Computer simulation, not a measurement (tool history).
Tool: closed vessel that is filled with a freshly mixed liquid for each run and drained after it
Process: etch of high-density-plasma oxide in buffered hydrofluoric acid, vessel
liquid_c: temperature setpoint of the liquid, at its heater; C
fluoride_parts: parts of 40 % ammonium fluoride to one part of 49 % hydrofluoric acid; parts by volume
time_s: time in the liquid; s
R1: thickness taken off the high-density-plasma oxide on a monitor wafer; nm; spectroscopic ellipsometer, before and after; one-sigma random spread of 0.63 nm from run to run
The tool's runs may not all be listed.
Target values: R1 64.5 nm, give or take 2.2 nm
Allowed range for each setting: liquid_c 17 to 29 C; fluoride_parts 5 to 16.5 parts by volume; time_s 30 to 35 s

Run 1, hour 0: liquid_c 21 C, fluoride_parts 10 parts by volume, time_s 35 s. Result: R1 79.865 nm.
Run 2, hour 6.6: liquid_c 21 C, fluoride_parts 10 parts by volume, time_s 35 s. Result: R1 79.244 nm.
Run 3, hour 15: liquid_c 20.5 C, fluoride_parts 10 parts by volume, time_s 35 s. Result: R1 77.066 nm.
Run 4, hour 24.3: liquid_c 23 C, fluoride_parts 10 parts by volume, time_s 35 s. Result: R1 88.654 nm.
Run 5, hour 27: liquid_c 23 C, fluoride_parts 10 parts by volume, time_s 35 s. Result: R1 88.643 nm.
Run 6, hour 30: liquid_c 21 C, fluoride_parts 10 parts by volume, time_s 35 s. Result: R1 79.244 nm.
Run 7, hour 36.3: liquid_c 20.5 C, fluoride_parts 10 parts by volume, time_s 35 s. Result: R1 77.867 nm.
Run 8, hour 45.6: liquid_c 20 C, fluoride_parts 10 parts by volume, time_s 35 s. Result: R1 76.493 nm.
Run 9, hour 47.3: liquid_c 17 C, fluoride_parts 10.5 parts by volume, time_s 35 s. Result: R1 60.373 nm.
Run 10, hour 50.4: liquid_c 17 C, fluoride_parts 10.5 parts by volume, time_s 35 s. Result: R1 60.725 nm.
Run 11, hour 57.3: liquid_c 17.5 C, fluoride_parts 10.5 parts by volume, time_s 35 s. Result: R1 62.07 nm.

Which of these 5 next moves meets every target?
Run A, hour 64.2: liquid_c 18.5 C, fluoride_parts 10 parts by volume, time_s 35 s. Result: R1 ?.
Run B, hour 64.2: liquid_c 22 C, fluoride_parts 13 parts by volume, time_s 35 s. Result: R1 ?.
Run C, hour 64.2: liquid_c 18 C, fluoride_parts 11.5 parts by volume, time_s 35 s. Result: R1 ?.
Run D, hour 64.2: liquid_c 21.5 C, fluoride_parts 11.5 parts by volume, time_s 35 s. Result: R1 ?.
Run E, hour 64.2: liquid_c 24 C, fluoride_parts 11.5 parts by volume, time_s 30 s. Result: R1 ?.

move      R1
   A  67.481
   B  63.518
   C  57.238
   D  69.657
   E  68.507
A: the result that was furthest off in the last run now lies on the other side of its target
B: each result inside its tolerance
C: misses by more than the last run did
D: the result that was furthest off in the last run now lies on the other side of its target
E: the result that was furthest off in the last run now lies on the other side of its target
Answer: B
